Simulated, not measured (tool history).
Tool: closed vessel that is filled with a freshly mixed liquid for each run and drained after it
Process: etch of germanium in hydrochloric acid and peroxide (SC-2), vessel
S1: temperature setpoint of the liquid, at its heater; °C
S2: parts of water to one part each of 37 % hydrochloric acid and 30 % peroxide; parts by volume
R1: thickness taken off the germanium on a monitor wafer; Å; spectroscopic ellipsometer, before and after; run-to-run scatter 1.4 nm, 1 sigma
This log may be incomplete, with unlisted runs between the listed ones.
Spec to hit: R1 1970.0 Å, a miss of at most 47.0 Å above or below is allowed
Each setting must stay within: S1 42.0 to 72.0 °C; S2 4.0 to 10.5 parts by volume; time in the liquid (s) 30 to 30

Run 1, hour 0.0: S1 58.0 °C, S2 5.5 parts by volume, time in the liquid (s) 30. Result: R1 1663.6 Å.
Run 2, hour 8.2: S1 58.0 °C, S2 7.5 parts by volume, time in the liquid (s) 30. Result: R1 1605.0 Å.
Run 3, hour 11.4: S1 59.0 °C, S2 7.5 parts by volume, time in the liquid (s) 30. Result: R1 1663.5 Å.
Run 4, hour 14.9: S1 59.0 °C, S2 8.5 parts by volume, time in the liquid (s) 30. Result: R1 1662.5 Å.
Run 5, hour 23.1: S1 60.0 °C, S2 8.5 parts by volume, time in the liquid (s) 30. Result: R1 1690.7 Å.
Run 6, hour 24.0: S1 60.0 °C, S2 9.5 parts by volume, time in the liquid (s) 30. Result: R1 1680.1 Å.
Run 7, hour 27.2: S1 61.0 °C, S2 9.5 parts by volume, time in the liquid (s) 30. Result: R1 1725.0 Å.
Run 8, hour 35.9: S1 62.0 °C, S2 9.5 parts by volume, time in the liquid (s) 30. Result: R1 1790.7 Å.
Run 9, hour 44.5: S1 62.5 °C, S2 9.5 parts by volume, time in the liquid (s) 30. Result: R1 1788.5 Å.
Run 10, hour 47.0: S1 63.0 °C, S2 9.5 parts by volume, time in the liquid (s) 30. Result: R1 1818.1 Å.
Run 11, hour 49.1: S1 63.5 °C, S2 9.5 parts by volume, time in the liquid (s) 30. Result: R1 1889.6 Å.

Exactly one of the 5 candidate moves below puts every result within its allowed miss. Which one?
Run A, hour 51.2: S1 63.5 °C, S2 8.5 parts by volume, time in the liquid (s) 30. Result: R1 ?.
Run B, hour 51.2: S1 64.0 °C, S2 10.5 parts by volume, time in the liquid (s) 30. Result: R1 ?.
Run C, hour 51.2: S1 65.0 °C, S2 8.0 parts by volume, time in the liquid (s) 30. Result: R1 ?.
Run D, hour 51.2: S1 63.5 °C, S2 8.0 parts by volume, time in the liquid (s) 30. Result: R1 ?.
Run E, hour 51.2: S1 62.5 °C, S2 8.0 parts by volume, time in the liquid (s) 30. Result: R1 ?.

move      R1
   A  1893.1
   B  1877.9
   C  1987.5
   D  1903.3
   E  1848.7
A: roughly where the last run was
B: lands further from the targets than the last run did
C: every result lands within tolerance
D: moves toward the targets from the last run without getting all of them in spec
E: lands further from the targets than the last run did
Correct choice: C, which meets every target
